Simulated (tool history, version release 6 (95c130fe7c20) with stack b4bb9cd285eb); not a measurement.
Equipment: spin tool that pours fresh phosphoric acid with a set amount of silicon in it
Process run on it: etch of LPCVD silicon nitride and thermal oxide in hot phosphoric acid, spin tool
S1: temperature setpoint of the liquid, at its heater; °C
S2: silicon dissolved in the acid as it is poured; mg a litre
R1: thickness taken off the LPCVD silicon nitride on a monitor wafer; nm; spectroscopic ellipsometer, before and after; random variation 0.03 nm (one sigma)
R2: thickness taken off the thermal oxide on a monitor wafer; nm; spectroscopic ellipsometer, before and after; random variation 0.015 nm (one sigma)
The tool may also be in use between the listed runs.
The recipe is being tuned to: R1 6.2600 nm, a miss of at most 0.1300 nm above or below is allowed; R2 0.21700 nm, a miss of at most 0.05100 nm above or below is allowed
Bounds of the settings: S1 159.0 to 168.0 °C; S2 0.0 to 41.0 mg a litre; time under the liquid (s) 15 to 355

Run 1, day 0.000: S1 164.0 °C, S2 18.0 mg a litre, time under the liquid (s) 180. Result: R1 16.3630 nm, R2 0.44022 nm.
Run 2, day 0.100: S1 163.5 °C, S2 16.5 mg a litre, time under the liquid (s) 165. Result: R1 14.7380 nm, R2 0.44940 nm.
Run 3, day 0.321: S1 163.5 °C, S2 16.5 mg a litre, time under the liquid (s) 110. Result: R1 9.8176 nm, R2 0.29108 nm.
Run 4, day 0.438: S1 163.5 °C, S2 10.5 mg a litre, time under the liquid (s) 110. Result: R1 9.7856 nm, R2 0.29854 nm.
Run 5, day 0.571: S1 163.0 °C, S2 9.5 mg a litre, time under the liquid (s) 105. Result: R1 9.2395 nm, R2 0.29956 nm.
Run 6, day 0.921: S1 164.0 °C, S2 9.5 mg a litre, time under the liquid (s) 105. Result: R1 9.5526 nm, R2 0.34375 nm.
Run 7, day 1.021: S1 163.5 °C, S2 8.5 mg a litre, time under the liquid (s) 100. Result: R1 8.8967 nm, R2 0.29869 nm.
Run 8, day 1.383: S1 161.0 °C, S2 0.0 mg a litre, time under the liquid (s) 60. Result: R1 4.9049 nm, R2 0.16797 nm.
Run 9, day 1.704: S1 161.5 °C, S2 0.5 mg a litre, time under the liquid (s) 60. Result: R1 4.9877 nm, R2 0.18061 nm.
Run 10, day 1.867: S1 162.0 °C, S2 1.5 mg a litre, time under the liquid (s) 60. Result: R1 5.0950 nm, R2 0.18684 nm.
Run 11, day 1.992: S1 162.5 °C, S2 2.5 mg a litre, time under the liquid (s) 60. Result: R1 5.1702 nm, R2 0.16793 nm.
Run 12, day 2.175: S1 165.0 °C, S2 0.0 mg a litre, time under the liquid (s) 80. Result: R1 7.4814 nm, R2 0.32023 nm.
Run 13, day 2.254: S1 164.5 °C, S2 0.5 mg a litre, time under the liquid (s) 80. Result: R1 7.4000 nm, R2 0.27539 nm.
Run 14, day 2.625: S1 163.5 °C, S2 0.0 mg a litre, time under the liquid (s) 50. Result: R1 4.4339 nm, R2 0.16593 nm.
Run 15, day 2.888: S1 164.0 °C, S2 1.5 mg a litre, time under the liquid (s) 50. Result: R1 4.5626 nm, R2 0.17851 nm.
Run 16, day 3.238: S1 164.0 °C, S2 2.5 mg a litre, time under the liquid (s) 55. Result: R1 5.0036 nm, R2 0.18980 nm.
Run 17, day 3.558: S1 164.5 °C, S2 4.0 mg a litre, time under the liquid (s) 55. Result: R1 5.0400 nm, R2 0.20858 nm.

Which single option among these 4 for the next run brings every result within its allowed miss of target? Just one does.
Run A, day 3.879: S1 165.0 °C, S2 10.5 mg a litre, time under the liquid (s) 70. Result: R1 ?, R2 ?.
Run B, day 3.879: S1 163.5 °C, S2 7.5 mg a litre, time under the liquid (s) 70. Result: R1 ?, R2 ?.
Run C, day 3.879: S1 159.5 °C, S2 16.0 mg a litre, time under the liquid (s) 80. Result: R1 ?, R2 ?.
Run D, day 3.879: S1 163.0 °C, S2 14.5 mg a litre, time under the liquid (s) 75. Result: R1 ?, R2 ?.

move      R1       R2
   A  6.5399  0.21698
   B  6.2247  0.20769
   C  6.2254  0.14519
   D  6.5599  0.18293
A: pushes the last run's worst result past its target
B: each result inside its tolerance
C: gets the furthest-off result to its target, but another result is out of tolerance
D: pushes the last run's worst result past its target
Answer: B

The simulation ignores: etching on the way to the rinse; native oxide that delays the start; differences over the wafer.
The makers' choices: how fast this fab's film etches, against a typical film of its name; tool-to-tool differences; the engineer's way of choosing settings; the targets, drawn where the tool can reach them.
